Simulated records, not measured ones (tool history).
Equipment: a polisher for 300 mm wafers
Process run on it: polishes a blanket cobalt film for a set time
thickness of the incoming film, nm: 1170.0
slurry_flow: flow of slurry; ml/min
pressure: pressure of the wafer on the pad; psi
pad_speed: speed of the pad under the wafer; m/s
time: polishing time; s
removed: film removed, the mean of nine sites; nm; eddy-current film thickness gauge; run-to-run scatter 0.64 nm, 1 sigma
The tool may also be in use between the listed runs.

run	hour	slurry_flow	pressure	pad_speed	time	removed
1	0	215	1.9	1.06	31	143.05
2	2.1	210	1.7	1.06	31	127.41
3	7.9	210	1.4	1.06	31	106.8
4	9.5	165	1.4	1.06	31	101.82
5	11.7	165	1.4	1.26	31	119.44
6	12.6	165	1.2	1.26	31	102.45
7	13.5	165	1.2	1.26	31	102.42
8	21	160	1.2	1.26	31	102.14
9	24.7	155	1.2	1.26	31	101.74

For run 10, what comes out?
10	28.2	150	1.2	1.26	31	?

{"run 10": {"removed": 101.38}}
